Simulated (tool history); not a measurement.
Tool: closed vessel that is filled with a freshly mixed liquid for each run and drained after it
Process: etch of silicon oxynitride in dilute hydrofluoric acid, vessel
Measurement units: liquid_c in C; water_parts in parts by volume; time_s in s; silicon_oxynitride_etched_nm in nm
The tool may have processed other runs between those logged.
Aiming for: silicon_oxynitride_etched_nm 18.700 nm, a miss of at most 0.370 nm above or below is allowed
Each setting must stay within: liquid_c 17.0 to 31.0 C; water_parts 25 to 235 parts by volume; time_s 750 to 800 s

run	day	liquid_c	water_parts	time_s	silicon_oxynitride_etched_nm
1	0.000	23.0	130	750	11.519
2	0.354	23.0	130	750	11.603
3	0.654	23.0	130	800	12.297
4	0.758	25.5	130	800	13.858
5	1.117	25.5	130	750	13.020
6	1.438	27.0	125	750	14.468
7	1.517	28.0	125	750	15.298
8	1.829	29.0	125	750	16.002
9	2.092	29.5	125	750	16.286
10	2.179	30.0	125	750	16.932
11	2.354	30.5	125	750	17.103
12	2.396	31.0	120	750	18.174
13	2.446	31.0	115	750	19.071

Next run, 4 choices. One meets every target within its allowed miss, the rest don't. Which?
A	2.496	28.5	105	765	?
B	2.496	30.5	110	750	?
C	2.496	31.0	120	795	?
D	2.496	31.0	125	800	?

move	silicon_oxynitride_etched_nm
A	19.230
B	19.607
C	19.289
D	18.542
A: its largest miss is bigger than the last run's
B: its largest miss is bigger than the last run's
C: its largest miss is bigger than the last run's
D: hits every target within its allowed miss
The right move is D.
